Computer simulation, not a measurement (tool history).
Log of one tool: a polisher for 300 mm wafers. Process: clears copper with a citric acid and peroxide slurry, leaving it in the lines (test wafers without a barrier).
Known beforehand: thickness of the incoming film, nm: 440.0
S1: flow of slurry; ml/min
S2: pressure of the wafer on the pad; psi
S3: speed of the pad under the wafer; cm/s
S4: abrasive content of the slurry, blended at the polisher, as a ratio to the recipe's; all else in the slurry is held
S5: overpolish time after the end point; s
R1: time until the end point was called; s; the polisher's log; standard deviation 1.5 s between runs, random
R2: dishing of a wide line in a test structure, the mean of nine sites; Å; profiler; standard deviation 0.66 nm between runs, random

run	hour	S1	S2	S3	S4	S5	R1	R2
1	0.0	195	3.6	112	1.0	9	136.880	222.42
2	3.9	195	3.6	112	1.0	8	134.000	197.24
3	11.2	195	3.0	112	1.0	8	160.570	164.38
4	18.5	190	3.6	114	1.0	9	134.020	218.86
5	19.4	190	4.1	114	1.0	10	119.350	273.34
6	27.1	190	4.1	114	1.0	7	116.970	194.80
7	35.1	185	4.3	120	1.0	8	106.300	237.72
8	37.8	185	4.5	122	1.0	9	101.360	286.76
9	45.1	185	4.7	122	1.0	10	97.580	321.87
10	53.0	185	4.9	122	1.0	11	93.053	360.10
11	61.8	185	5.0	124	1.0	11	88.686	381.46
12	70.9	185	5.1	124	1.0	11	89.473	394.62

Run 13 has not been measured yet. What should we expect?
13	75.4	185	5.2	124	1.0	11	?	?

Run 13 produced R1 84.343 s, R2 393.27 Å.
